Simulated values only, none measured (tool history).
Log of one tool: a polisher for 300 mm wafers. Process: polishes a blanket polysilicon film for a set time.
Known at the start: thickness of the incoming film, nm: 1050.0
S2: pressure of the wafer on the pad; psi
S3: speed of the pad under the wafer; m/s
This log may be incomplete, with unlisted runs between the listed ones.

run 1 hour=0 | flow_of_slurry_(ml/min)=280 S2=3.3 S3=0.86 polishing_time_(s)=31 | film_removed_(nm)=227.79
run 2 hour=7.8 | flow_of_slurry_(ml/min)=280 S2=3 S3=0.86 polishing_time_(s)=31 | film_removed_(nm)=205.09
run 3 hour=10.1 | flow_of_slurry_(ml/min)=280 S2=2.8 S3=0.86 polishing_time_(s)=31 | film_removed_(nm)=197.93
run 4 hour=16.9 | flow_of_slurry_(ml/min)=280 S2=2.6 S3=0.86 polishing_time_(s)=31 | film_removed_(nm)=179.93
run 5 hour=24.4 | flow_of_slurry_(ml/min)=280 S2=3.3 S3=0.86 polishing_time_(s)=31 | film_removed_(nm)=223.63
run 6 hour=29.2 | flow_of_slurry_(ml/min)=280 S2=2.7 S3=0.86 polishing_time_(s)=31 | film_removed_(nm)=186.01

Run 7 has not been measured yet. What should we expect?
run 7 hour=32 | flow_of_slurry_(ml/min)=280 S2=2.6 S3=0.86 polishing_time_(s)=31 | film_removed_(nm)=?

film removed (nm): 180.54

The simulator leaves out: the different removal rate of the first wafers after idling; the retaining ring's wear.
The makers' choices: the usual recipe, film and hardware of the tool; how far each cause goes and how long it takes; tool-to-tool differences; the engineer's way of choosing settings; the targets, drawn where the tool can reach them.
